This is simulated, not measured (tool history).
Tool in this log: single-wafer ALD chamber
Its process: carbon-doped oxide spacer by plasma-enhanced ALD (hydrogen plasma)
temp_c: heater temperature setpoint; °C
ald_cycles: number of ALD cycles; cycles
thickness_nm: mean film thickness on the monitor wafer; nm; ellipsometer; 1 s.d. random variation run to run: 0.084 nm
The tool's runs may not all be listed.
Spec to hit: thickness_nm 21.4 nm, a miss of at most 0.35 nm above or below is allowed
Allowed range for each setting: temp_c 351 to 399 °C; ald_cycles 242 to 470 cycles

run 1 day=0 | temp_c=375 ald_cycles=356 | thickness_nm=17.977
run 2 day=0.042 | temp_c=365 ald_cycles=356 | thickness_nm=17.964
run 3 day=0.225 | temp_c=365 ald_cycles=374 | thickness_nm=18.905
run 4 day=0.433 | temp_c=365 ald_cycles=344 | thickness_nm=17.284
run 5 day=0.717 | temp_c=365 ald_cycles=374 | thickness_nm=18.829
run 6 day=0.808 | temp_c=365 ald_cycles=387 | thickness_nm=19.519
run 7 day=1.083 | temp_c=365 ald_cycles=387 | thickness_nm=19.625
run 8 day=1.267 | temp_c=365 ald_cycles=395 | thickness_nm=20.108
run 9 day=1.35 | temp_c=365 ald_cycles=401 | thickness_nm=20.319
run 10 day=1.45 | temp_c=365 ald_cycles=406 | thickness_nm=20.583
run 11 day=1.558 | temp_c=365 ald_cycles=410 | thickness_nm=20.711
run 12 day=1.804 | temp_c=365 ald_cycles=414 | thickness_nm=20.906
run 13 day=2.146 | temp_c=365 ald_cycles=417 | thickness_nm=21.111

5 next moves are on the table. One of them brings every result within its allowed miss. Which?
run A day=2.488 | temp_c=371 ald_cycles=434 | thickness_nm=?
run B day=2.488 | temp_c=369 ald_cycles=427 | thickness_nm=?
run C day=2.488 | temp_c=370 ald_cycles=410 | thickness_nm=?
run D day=2.488 | temp_c=373 ald_cycles=409 | thickness_nm=?
run E day=2.488 | temp_c=370 ald_cycles=408 | thickness_nm=?

move=A thickness_nm=21.948
move=B thickness_nm=21.594
move=C thickness_nm=20.734
move=D thickness_nm=20.684
move=E thickness_nm=20.633
A: carries the result that was furthest off beyond its target, to the other side
B: every result lands within tolerance
C: moves away from the targets compared with the last run
D: moves away from the targets compared with the last run
E: moves away from the targets compared with the last run
The right move is B.

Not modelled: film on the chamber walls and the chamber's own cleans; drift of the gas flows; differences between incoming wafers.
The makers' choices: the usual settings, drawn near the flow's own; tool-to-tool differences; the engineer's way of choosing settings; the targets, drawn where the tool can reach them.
